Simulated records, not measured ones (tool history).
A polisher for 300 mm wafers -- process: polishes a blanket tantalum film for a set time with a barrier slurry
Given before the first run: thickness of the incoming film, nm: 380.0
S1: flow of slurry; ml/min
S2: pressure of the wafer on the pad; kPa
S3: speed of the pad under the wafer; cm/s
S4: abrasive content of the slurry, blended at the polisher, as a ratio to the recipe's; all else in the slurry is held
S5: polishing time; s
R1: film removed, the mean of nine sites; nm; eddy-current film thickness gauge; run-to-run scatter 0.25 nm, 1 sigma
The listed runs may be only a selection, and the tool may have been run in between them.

| run | hour | S1 | S2 | S3 | S4 | S5 | R1 |
|---|---|---|---|---|---|---|---|
| 1 | 0.0 | 310 | 9.0 | 126 | 1.0 | 33 | 54.178 |
| 2 | 8.7 | 310 | 7.6 | 126 | 1.0 | 33 | 46.950 |
| 3 | 9.5 | 310 | 7.6 | 126 | 1.2 | 33 | 48.974 |
| 4 | 15.0 | 310 | 6.9 | 122 | 1.2 | 33 | 42.903 |
| 5 | 22.3 | 310 | 6.9 | 108 | 1.2 | 33 | 38.736 |
| 6 | 29.4 | 310 | 9.7 | 108 | 1.2 | 33 | 52.293 |
| 7 | 38.1 | 310 | 9.7 | 108 | 1.2 | 33 | 51.550 |
| 8 | 45.6 | 310 | 8.3 | 108 | 1.2 | 33 | 45.626 |
| 9 | 46.3 | 310 | 6.9 | 108 | 1.2 | 33 | 37.914 |
| 10 | 51.6 | 310 | 6.2 | 108 | 1.2 | 33 | 34.738 |

What will run 11 give?
| 11 | 55.3 | 305 | 4.1 | 108 | 1.2 | 33 | ? |

Run 11 gave R1 24.225 nm.
